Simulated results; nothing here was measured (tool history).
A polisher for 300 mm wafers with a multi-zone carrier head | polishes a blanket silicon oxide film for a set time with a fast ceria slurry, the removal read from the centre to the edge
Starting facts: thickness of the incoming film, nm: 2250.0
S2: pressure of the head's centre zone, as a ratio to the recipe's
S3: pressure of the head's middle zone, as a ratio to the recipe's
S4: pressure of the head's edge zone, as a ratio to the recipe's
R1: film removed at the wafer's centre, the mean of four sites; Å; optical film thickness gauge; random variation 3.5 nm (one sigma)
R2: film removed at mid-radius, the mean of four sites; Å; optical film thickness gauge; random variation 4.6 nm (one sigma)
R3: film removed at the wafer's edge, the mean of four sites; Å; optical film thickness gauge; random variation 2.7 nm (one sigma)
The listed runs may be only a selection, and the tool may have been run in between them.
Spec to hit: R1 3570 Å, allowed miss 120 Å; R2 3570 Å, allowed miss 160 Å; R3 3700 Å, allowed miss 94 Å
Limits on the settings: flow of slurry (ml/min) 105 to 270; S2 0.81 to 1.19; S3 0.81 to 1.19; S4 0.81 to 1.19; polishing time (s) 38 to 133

Run 1, day 0: flow of slurry (ml/min) 175, S2 1, S3 1, S4 1, polishing time (s) 85. Result: R1 5545.4 Å, R2 5515.4 Å, R3 5411.4 Å.
Run 2, day 0.029: flow of slurry (ml/min) 175, S2 1, S3 1, S4 1, polishing time (s) 104. Result: R1 6704.2 Å, R2 6727.9 Å, R3 6658.2 Å.
Run 3, day 0.067: flow of slurry (ml/min) 165, S2 0.97, S3 0.97, S4 0.97, polishing time (s) 93. Result: R1 5803.8 Å, R2 5655.4 Å, R3 5804.1 Å.
Run 4, day 0.379: flow of slurry (ml/min) 165, S2 0.97, S3 0.97, S4 1.01, polishing time (s) 93. Result: R1 5723.8 Å, R2 5835.5 Å, R3 5946.8 Å.
Run 5, day 0.679: flow of slurry (ml/min) 165, S2 1.02, S3 0.97, S4 1.01, polishing time (s) 93. Result: R1 6071.7 Å, R2 5755.6 Å, R3 5924.2 Å.
Run 6, day 0.767: flow of slurry (ml/min) 160, S2 0.98, S3 0.96, S4 0.98, polishing time (s) 84. Result: R1 5142.8 Å, R2 5212.6 Å, R3 5254.2 Å.
Run 7, day 1.075: flow of slurry (ml/min) 160, S2 0.97, S3 0.93, S4 0.95, polishing time (s) 78. Result: R1 4783.1 Å, R2 4737.6 Å, R3 4822.4 Å.
Run 8, day 1.408: flow of slurry (ml/min) 155, S2 0.96, S3 0.91, S4 0.93, polishing time (s) 73. Result: R1 4293.2 Å, R2 4256.1 Å, R3 4431.1 Å.
Run 9, day 1.479: flow of slurry (ml/min) 150, S2 0.95, S3 0.9, S4 0.91, polishing time (s) 71. Result: R1 4106.6 Å, R2 4211.1 Å, R3 4236.1 Å.
Run 10, day 1.842: flow of slurry (ml/min) 150, S2 0.95, S3 0.9, S4 0.91, polishing time (s) 71. Result: R1 4126.1 Å, R2 4034.8 Å, R3 4274.2 Å.
Run 11, day 2.017: flow of slurry (ml/min) 145, S2 0.94, S3 0.9, S4 0.89, polishing time (s) 69. Result: R1 4035.1 Å, R2 4073.7 Å, R3 4067.9 Å.
Run 12, day 2.183: flow of slurry (ml/min) 140, S2 0.93, S3 0.88, S4 0.87, polishing time (s) 68. Result: R1 3854.5 Å, R2 3913.6 Å, R3 3935.9 Å.
Run 13, day 2.221: flow of slurry (ml/min) 135, S2 0.92, S3 0.86, S4 0.86, polishing time (s) 68. Result: R1 3796 Å, R2 3746.4 Å, R3 3897.7 Å.
Run 14, day 2.55: flow of slurry (ml/min) 130, S2 0.91, S3 0.86, S4 0.85, polishing time (s) 68. Result: R1 3774.1 Å, R2 3765.6 Å, R3 3859.7 Å.
Run 15, day 2.779: flow of slurry (ml/min) 125, S2 0.9, S3 0.85, S4 0.84, polishing time (s) 68. Result: R1 3649.7 Å, R2 3693.2 Å, R3 3797.5 Å.
Run 16, day 2.988: flow of slurry (ml/min) 125, S2 0.9, S3 0.85, S4 0.84, polishing time (s) 68. Result: R1 3583.7 Å, R2 3736.9 Å, R3 3810.8 Å.
Run 17, day 3.217: flow of slurry (ml/min) 125, S2 0.9, S3 0.84, S4 0.83, polishing time (s) 68. Result: R1 3655 Å, R2 3695.4 Å, R3 3800.5 Å.

Exactly one of the 4 candidate moves below puts every result within its allowed miss. Which one?
Run A, day 3.446: flow of slurry (ml/min) 115, S2 0.88, S3 0.89, S4 0.84, polishing time (s) 70. Result: R1 ?, R2 ?, R3 ?.
Run B, day 3.446: flow of slurry (ml/min) 125, S2 0.89, S3 0.86, S4 0.84, polishing time (s) 70. Result: R1 ?, R2 ?, R3 ?.
Run C, day 3.446: flow of slurry (ml/min) 120, S2 0.95, S3 0.91, S4 0.82, polishing time (s) 64. Result: R1 ?, R2 ?, R3 ?.
Run D, day 3.446: flow of slurry (ml/min) 110, S2 0.96, S3 0.92, S4 0.91, polishing time (s) 66. Result: R1 ?, R2 ?, R3 ?.

move      R1      R2      R3
   A  3482.5  3836.9  3861.7
   B    3617  3847.1  3926.6
   C  3478.2  3599.6  3522.6
   D  3516.8  3640.7  3739.2
A: the biggest miss grows against the last run
B: the biggest miss grows against the last run
C: moves the result that the last run missed by most past its target, out the other side
D: all results in spec
The right move is D.
